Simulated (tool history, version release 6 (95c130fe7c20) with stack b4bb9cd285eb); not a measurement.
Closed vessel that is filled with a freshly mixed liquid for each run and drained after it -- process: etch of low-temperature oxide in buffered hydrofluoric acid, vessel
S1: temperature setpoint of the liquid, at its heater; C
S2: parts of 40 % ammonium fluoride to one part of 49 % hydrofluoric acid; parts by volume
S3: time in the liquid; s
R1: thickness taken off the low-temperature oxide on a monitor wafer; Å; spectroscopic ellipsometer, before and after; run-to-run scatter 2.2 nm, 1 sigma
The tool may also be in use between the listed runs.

run  hour    S1    S2   S3      R1
  1     0    23  16.5  105  2018.8
  2     2  24.5    16  105  2259.9
  3   7.2  25.5  15.5  105  2474.9
  4  10.8    29  15.5  105  2982.8
  5    20    29    19  105  2448.6
  6  27.8    29    19  105  2446.9

Predict the results of run 7:
  7    37  31  14  105   ?

{"run 7": {"R1": 3652.7}}

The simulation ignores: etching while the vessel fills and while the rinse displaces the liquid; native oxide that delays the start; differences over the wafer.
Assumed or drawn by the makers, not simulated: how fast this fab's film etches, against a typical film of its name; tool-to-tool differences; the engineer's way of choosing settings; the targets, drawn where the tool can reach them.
